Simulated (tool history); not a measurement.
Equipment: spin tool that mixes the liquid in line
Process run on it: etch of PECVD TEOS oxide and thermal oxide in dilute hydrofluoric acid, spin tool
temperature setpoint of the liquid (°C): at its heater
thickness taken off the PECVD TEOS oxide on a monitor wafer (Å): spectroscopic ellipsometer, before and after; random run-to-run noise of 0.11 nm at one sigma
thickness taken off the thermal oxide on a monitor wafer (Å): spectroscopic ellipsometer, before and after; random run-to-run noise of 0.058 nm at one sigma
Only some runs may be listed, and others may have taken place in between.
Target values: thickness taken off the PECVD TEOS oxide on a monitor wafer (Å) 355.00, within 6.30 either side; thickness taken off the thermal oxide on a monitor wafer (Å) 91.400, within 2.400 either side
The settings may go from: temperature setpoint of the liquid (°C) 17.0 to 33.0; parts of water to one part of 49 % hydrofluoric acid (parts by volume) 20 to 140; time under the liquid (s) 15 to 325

| run | hour | temperature setpoint of the liquid (°C) | parts of water to one part of 49 % hydrofluoric acid (parts by volume) | time under the liquid (s) | thickness taken off the PECVD TEOS oxide on a monitor wafer (Å) | thickness taken off the thermal oxide on a monitor wafer (Å) |
|---|---|---|---|---|---|---|
| 1 | 0.0 | 25.0 | 75 | 165 | 413.45 | 106.100 |
| 2 | 7.8 | 25.0 | 75 | 120 | 300.83 | 77.271 |
| 3 | 9.1 | 26.0 | 75 | 120 | 312.77 | 81.341 |
| 4 | 18.0 | 26.5 | 75 | 120 | 319.69 | 82.264 |
| 5 | 26.9 | 27.0 | 75 | 120 | 325.98 | 82.930 |
| 6 | 31.4 | 24.5 | 75 | 120 | 294.91 | 75.243 |
| 7 | 40.3 | 25.5 | 75 | 120 | 304.91 | 79.733 |
| 8 | 44.4 | 26.5 | 75 | 120 | 318.81 | 82.413 |
| 9 | 46.0 | 27.0 | 75 | 120 | 326.18 | 82.811 |
| 10 | 50.6 | 27.5 | 75 | 120 | 330.74 | 85.601 |
| 11 | 54.1 | 28.0 | 75 | 120 | 338.57 | 86.807 |
| 12 | 57.6 | 28.5 | 75 | 120 | 345.50 | 89.975 |

Which of these 4 next moves meets every target?
| A | 61.1 | 30.0 | 85 | 135 | ? | ? |
| B | 61.1 | 27.5 | 70 | 115 | ? | ? |
| C | 61.1 | 28.0 | 60 | 95 | ? | ? |
| D | 61.1 | 29.0 | 65 | 100 | ? | ? |

| move | thickness taken off the PECVD TEOS oxide on a monitor wafer (Å) | thickness taken off the thermal oxide on a monitor wafer (Å) |
|---|---|---|
| A | 357.24 | 92.411 |
| B | 342.73 | 88.657 |
| C | 341.71 | 88.392 |
| D | 342.82 | 88.680 |
A: hits every target within its allowed miss
B: misses by more than the last run did
C: misses by more than the last run did
D: misses by more than the last run did
Move A is the one to make.
